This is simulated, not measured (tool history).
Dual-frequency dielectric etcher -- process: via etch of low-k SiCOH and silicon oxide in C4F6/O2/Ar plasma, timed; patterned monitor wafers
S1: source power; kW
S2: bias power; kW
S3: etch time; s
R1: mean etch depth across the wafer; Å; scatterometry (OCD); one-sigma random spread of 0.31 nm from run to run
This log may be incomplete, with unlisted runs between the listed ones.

run 1 hour=0.0 | S1=0.330 S2=0.244 S3=46.5 | R1=1228.4
run 2 hour=4.6 | S1=0.350 S2=0.252 S3=46.5 | R1=1271.1
run 3 hour=10.9 | S1=0.350 S2=0.273 S3=46.5 | R1=1322.3
run 4 hour=14.7 | S1=0.360 S2=0.277 S3=46.5 | R1=1344.4
run 5 hour=21.2 | S1=0.370 S2=0.280 S3=46.5 | R1=1365.4
run 6 hour=23.4 | S1=0.380 S2=0.283 S3=46.5 | R1=1386.1
run 7 hour=31.5 | S1=0.390 S2=0.285 S3=46.5 | R1=1400.9
run 8 hour=39.8 | S1=0.400 S2=0.287 S3=46.5 | R1=1408.1
run 9 hour=40.6 | S1=0.400 S2=0.290 S3=46.5 | R1=1419.8
run 10 hour=49.4 | S1=0.400 S2=0.292 S3=46.5 | R1=1425.2
run 11 hour=57.3 | S1=0.400 S2=0.294 S3=46.5 | R1=1433.5

For run 12, what comes out?
run 12 hour=64.8 | S1=0.400 S2=0.295 S3=46.5 | R1=?

Run 12 came out at R1 1428.7 Å.
